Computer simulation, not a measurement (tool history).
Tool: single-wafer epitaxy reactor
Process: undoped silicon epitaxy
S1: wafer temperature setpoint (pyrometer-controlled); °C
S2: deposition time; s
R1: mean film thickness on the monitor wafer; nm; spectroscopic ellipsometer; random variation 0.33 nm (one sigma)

run  hour   S1   S2      R1
  1     0  640  308  40.132
  2     1  630  308  33.472
  3   9.4  638  308  38.944
  4  12.3  634  308  36.148
  5  17.6  643  308  43.178
  6  26.2  646  308   45.57

The next listed run, before its measurement:
     31.2  -- pyrometer calibrated
  7  31.2  646  308   ?

Run 7 gave R1 43.116 nm.
